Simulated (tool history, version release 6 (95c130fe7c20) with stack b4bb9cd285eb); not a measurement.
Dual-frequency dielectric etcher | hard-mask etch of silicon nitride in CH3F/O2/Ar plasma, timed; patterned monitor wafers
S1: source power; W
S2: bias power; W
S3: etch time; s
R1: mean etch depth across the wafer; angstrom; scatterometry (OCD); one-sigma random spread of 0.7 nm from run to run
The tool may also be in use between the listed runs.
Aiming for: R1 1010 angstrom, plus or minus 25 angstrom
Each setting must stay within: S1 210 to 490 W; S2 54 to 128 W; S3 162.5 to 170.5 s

| run | day | S1 | S2 | S3 | R1 |
|---|---|---|---|---|---|
| 1 | 0 | 350 | 91 | 162.5 | 1158.1 |
| 2 | 0.142 | 330 | 90 | 162.5 | 1152.4 |
| 3 | 0.333 | 330 | 90 | 162.5 | 1154.4 |
| 4 | 0.521 | 330 | 90 | 170.5 | 1200.3 |
| 5 | 0.671 | 320 | 86 | 169.5 | 1166.5 |
| 6 | 0.725 | 320 | 86 | 162.5 | 1102.2 |
| 7 | 0.946 | 310 | 85 | 162.5 | 1099.7 |
| 8 | 0.975 | 240 | 76 | 162.5 | 962.96 |

Exactly one of the 5 candidate moves below puts every result within its allowed miss. Which one?
| A | 1.004 | 210 | 68 | 166 | ? |
| B | 1.004 | 280 | 65 | 166.5 | ? |
| C | 1.004 | 210 | 85 | 165 | ? |
| D | 1.004 | 220 | 69 | 167 | ? |
| E | 1.004 | 210 | 80 | 162.5 | ? |

| move | R1 |
|---|---|
| A | 904.77 |
| B | 952.12 |
| C | 1008.9 |
| D | 927.39 |
| E | 963.44 |
A: its largest miss is bigger than the last run's
B: its largest miss is bigger than the last run's
C: every result within its allowed miss
D: its largest miss is bigger than the last run's
E: about as far from the targets as the last run
Move C is the one to make.

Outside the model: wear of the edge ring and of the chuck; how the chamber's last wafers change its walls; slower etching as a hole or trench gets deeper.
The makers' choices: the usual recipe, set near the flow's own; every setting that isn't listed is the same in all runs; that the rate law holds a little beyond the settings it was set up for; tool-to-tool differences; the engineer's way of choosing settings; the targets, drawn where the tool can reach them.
